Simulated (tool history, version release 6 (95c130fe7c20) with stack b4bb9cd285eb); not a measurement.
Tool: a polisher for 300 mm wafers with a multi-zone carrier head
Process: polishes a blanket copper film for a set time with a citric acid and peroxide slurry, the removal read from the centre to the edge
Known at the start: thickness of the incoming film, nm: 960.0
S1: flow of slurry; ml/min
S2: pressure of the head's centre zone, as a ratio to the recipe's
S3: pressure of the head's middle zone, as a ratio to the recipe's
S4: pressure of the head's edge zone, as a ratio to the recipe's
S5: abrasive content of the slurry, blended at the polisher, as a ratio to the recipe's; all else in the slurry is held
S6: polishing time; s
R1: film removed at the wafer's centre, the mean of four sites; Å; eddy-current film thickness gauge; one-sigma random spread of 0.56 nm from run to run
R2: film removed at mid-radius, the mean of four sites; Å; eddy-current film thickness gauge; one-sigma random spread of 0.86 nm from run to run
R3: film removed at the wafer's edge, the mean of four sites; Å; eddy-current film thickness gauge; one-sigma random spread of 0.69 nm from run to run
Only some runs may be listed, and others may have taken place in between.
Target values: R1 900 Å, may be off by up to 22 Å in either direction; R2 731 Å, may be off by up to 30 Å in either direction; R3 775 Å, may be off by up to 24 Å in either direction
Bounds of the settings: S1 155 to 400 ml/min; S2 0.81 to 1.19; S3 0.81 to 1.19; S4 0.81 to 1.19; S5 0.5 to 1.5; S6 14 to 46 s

Run 1, hour 0: S1 255 ml/min, S2 1, S3 1, S4 1, S5 1, S6 30 s. Result: R1 720.55 Å, R2 718.12 Å, R3 701.84 Å.
Run 2, hour 7.6: S1 200 ml/min, S2 1, S3 1, S4 1, S5 1, S6 30 s. Result: R1 683.1 Å, R2 678.86 Å, R3 664.04 Å.
Run 3, hour 10.7: S1 200 ml/min, S2 0.92, S3 1, S4 1, S5 1, S6 30 s. Result: R1 634.26 Å, R2 680.66 Å, R3 686.44 Å.
Run 4, hour 13.6: S1 220 ml/min, S2 0.94, S3 0.99, S4 1.01, S5 1, S6 30 s. Result: R1 659.23 Å, R2 687.23 Å, R3 690.84 Å.
Run 5, hour 15.5: S1 285 ml/min, S2 0.94, S3 0.99, S4 1.01, S5 1, S6 30 s. Result: R1 690.04 Å, R2 704.46 Å, R3 697.11 Å.
Run 6, hour 18.3: S1 285 ml/min, S2 0.94, S3 0.99, S4 1.01, S5 1, S6 24 s. Result: R1 548.17 Å, R2 574.96 Å, R3 568.62 Å.
Run 7, hour 20.5: S1 290 ml/min, S2 0.97, S3 0.98, S4 1.03, S5 1.05, S6 24 s. Result: R1 577.51 Å, R2 575.31 Å, R3 582.84 Å.
Run 8, hour 21.6: S1 295 ml/min, S2 0.99, S3 0.98, S4 1.04, S5 1.1, S6 24 s. Result: R1 601.01 Å, R2 563.85 Å, R3 589.45 Å.
Run 9, hour 23.1: S1 295 ml/min, S2 1, S3 1, S4 1.05, S5 1.15, S6 25 s. Result: R1 636.73 Å, R2 627.41 Å, R3 618.35 Å.
Run 10, hour 31: S1 295 ml/min, S2 1.01, S3 0.99, S4 1.06, S5 1.2, S6 25 s. Result: R1 652.72 Å, R2 633.39 Å, R3 629.08 Å.
Run 11, hour 39.2: S1 295 ml/min, S2 1.02, S3 0.98, S4 1.07, S5 1.25, S6 25 s. Result: R1 670.34 Å, R2 634.89 Å, R3 651.89 Å.
At hour 42.2: slurry nozzle cleaned.
Run 12, hour 42.2: S1 355 ml/min, S2 1.12, S3 1.04, S4 1.15, S5 1.5, S6 26 s. Result: R1 834.97 Å, R2 769.93 Å, R3 746.48 Å.
Run 13, hour 44.8: S1 355 ml/min, S2 1.13, S3 1.03, S4 1.15, S5 1.5, S6 26 s. Result: R1 855.02 Å, R2 765.32 Å, R3 757.38 Å.
Run 14, hour 48.6: S1 355 ml/min, S2 1.13, S3 1.02, S4 1.15, S5 1.5, S6 26 s. Result: R1 847.11 Å, R2 739.24 Å, R3 755.66 Å.
Run 15, hour 55.3: S1 355 ml/min, S2 1.14, S3 1.02, S4 1.15, S5 1.5, S6 26 s. Result: R1 854.23 Å, R2 741 Å, R3 742.55 Å.

Exactly one of the 4 candidate moves below puts every result within its allowed miss. Which one?
Run A, hour 62: S1 335 ml/min, S2 1.03, S3 1.04, S4 1.19, S5 1.5, S6 29 s. Result: R1 ?, R2 ?, R3 ?.
Run B, hour 62: S1 330 ml/min, S2 1.16, S3 0.96, S4 1.13, S5 1.5, S6 27 s. Result: R1 ?, R2 ?, R3 ?.
Run C, hour 62: S1 380 ml/min, S2 1.14, S3 1.08, S4 1.15, S5 1.5, S6 27 s. Result: R1 ?, R2 ?, R3 ?.
Run D, hour 62: S1 320 ml/min, S2 1.16, S3 1.05, S4 1.17, S5 1.5, S6 27 s. Result: R1 ?, R2 ?, R3 ?.

move      R1      R2      R3
   A  848.64  825.16  850.38
   B  888.81   716.7  772.72
   C  885.22     801  784.68
   D  886.72  770.94  782.88
A: lands further from the targets than the last run did
B: hits every target within its allowed miss
C: brings the result that was furthest off to its target, and leaves another outside
D: brings the result that was furthest off to its target, and leaves another outside
So the answer is move B, the one that meets all the targets.
